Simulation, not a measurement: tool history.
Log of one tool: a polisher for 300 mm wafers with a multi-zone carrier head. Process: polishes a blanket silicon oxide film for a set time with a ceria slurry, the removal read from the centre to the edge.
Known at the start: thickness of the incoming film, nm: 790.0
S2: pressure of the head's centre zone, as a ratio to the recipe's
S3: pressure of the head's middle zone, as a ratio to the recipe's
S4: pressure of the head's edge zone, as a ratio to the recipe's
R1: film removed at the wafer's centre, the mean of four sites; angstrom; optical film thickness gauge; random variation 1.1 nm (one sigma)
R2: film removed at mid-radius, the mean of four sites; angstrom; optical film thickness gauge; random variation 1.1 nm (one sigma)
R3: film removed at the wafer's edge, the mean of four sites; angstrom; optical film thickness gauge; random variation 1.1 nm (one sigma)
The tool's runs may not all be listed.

{"run": 1, "hour": 0.0, "flow of slurry (ml/min)": 310, "S2": 1.0, "S3": 1.0, "S4": 1.0, "polishing time (s)": 35, "R1": 1438.2, "R2": 1406.2, "R3": 1418.3}
{"run": 2, "hour": 6.6, "flow of slurry (ml/min)": 310, "S2": 0.99, "S3": 0.99, "S4": 0.98, "polishing time (s)": 33, "R1": 1327.4, "R2": 1343.6, "R3": 1318.3}
{"run": 3, "hour": 8.4, "flow of slurry (ml/min)": 385, "S2": 0.99, "S3": 0.99, "S4": 0.98, "polishing time (s)": 33, "R1": 1362.5, "R2": 1337.8, "R3": 1368.0}
{"run": 4, "hour": 15.7, "flow of slurry (ml/min)": 385, "S2": 0.99, "S3": 1.03, "S4": 0.98, "polishing time (s)": 33, "R1": 1352.4, "R2": 1392.8, "R3": 1359.1}
{"run": 5, "hour": 16.6, "flow of slurry (ml/min)": 385, "S2": 0.99, "S3": 1.1, "S4": 0.98, "polishing time (s)": 33, "R1": 1362.9, "R2": 1479.9, "R3": 1352.8}
{"run": 6, "hour": 24.7, "flow of slurry (ml/min)": 385, "S2": 0.99, "S3": 1.03, "S4": 0.98, "polishing time (s)": 33, "R1": 1361.2, "R2": 1388.3, "R3": 1360.9}
{"run": 7, "hour": 33.6, "flow of slurry (ml/min)": 375, "S2": 0.98, "S3": 1.0, "S4": 0.96, "polishing time (s)": 31, "R1": 1280.5, "R2": 1287.9, "R3": 1223.7}
{"run": 8, "hour": 36.3, "flow of slurry (ml/min)": 350, "S2": 0.88, "S3": 0.9, "S4": 1.01, "polishing time (s)": 24, "R1": 871.23, "R2": 893.7, "R3": 1003.3}

The next listed run, before its measurement:
{"run": 9, "hour": 43.8, "flow of slurry (ml/min)": 350, "S2": 0.9, "S3": 0.91, "S4": 1.0, "polishing time (s)": 24, "R1": "?", "R2": "?", "R3": "?"}

{"run 9": {"R1": 913.09, "R2": 924.54, "R3": 988.45}}
